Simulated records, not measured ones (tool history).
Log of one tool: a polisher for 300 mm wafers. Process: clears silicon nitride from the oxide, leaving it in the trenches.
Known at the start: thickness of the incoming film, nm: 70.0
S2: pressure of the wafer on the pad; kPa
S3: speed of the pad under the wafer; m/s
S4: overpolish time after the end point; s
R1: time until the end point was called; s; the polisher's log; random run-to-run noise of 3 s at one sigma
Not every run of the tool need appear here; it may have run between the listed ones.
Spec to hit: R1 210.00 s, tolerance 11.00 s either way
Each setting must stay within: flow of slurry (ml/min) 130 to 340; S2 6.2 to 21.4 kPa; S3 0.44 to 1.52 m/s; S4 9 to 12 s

run 1 hour=0.0 | flow_of_slurry_(ml/min)=220 S2=13.8 S3=0.98 S4=12 | R1=156.64
run 2 hour=4.3 | flow_of_slurry_(ml/min)=220 S2=13.1 S3=0.98 S4=12 | R1=163.34
run 3 hour=12.2 | flow_of_slurry_(ml/min)=220 S2=13.1 S3=0.98 S4=9 | R1=163.88
run 4 hour=19.4 | flow_of_slurry_(ml/min)=220 S2=12.4 S3=0.98 S4=9 | R1=173.85
run 5 hour=24.4 | flow_of_slurry_(ml/min)=220 S2=12.4 S3=1.06 S4=9 | R1=162.33
run 6 hour=27.7 | flow_of_slurry_(ml/min)=220 S2=12.4 S3=1.06 S4=9 | R1=157.87
run 7 hour=33.7 | flow_of_slurry_(ml/min)=220 S2=11.7 S3=1.06 S4=9 | R1=172.09
run 8 hour=41.8 | flow_of_slurry_(ml/min)=220 S2=11.0 S3=1.06 S4=9 | R1=180.06
run 9 hour=45.0 | flow_of_slurry_(ml/min)=220 S2=10.3 S3=1.06 S4=9 | R1=192.61

Consider the 4 candidate settings below. Which is the only one whose results all fall within their allowed miss of target?
run A hour=48.2 | flow_of_slurry_(ml/min)=245 S2=8.3 S3=1.22 S4=9 | R1=?
run B hour=48.2 | flow_of_slurry_(ml/min)=260 S2=10.3 S3=1.10 S4=12 | R1=?
run C hour=48.2 | flow_of_slurry_(ml/min)=185 S2=11.7 S3=1.02 S4=12 | R1=?
run D hour=48.2 | flow_of_slurry_(ml/min)=150 S2=12.4 S3=1.02 S4=9 | R1=?

move=A R1=202.32
move=B R1=179.11
move=C R1=176.84
move=D R1=172.40
A: all results in spec
B: moves away from the targets compared with the last run
C: moves away from the targets compared with the last run
D: moves away from the targets compared with the last run
The move that meets every target is A.
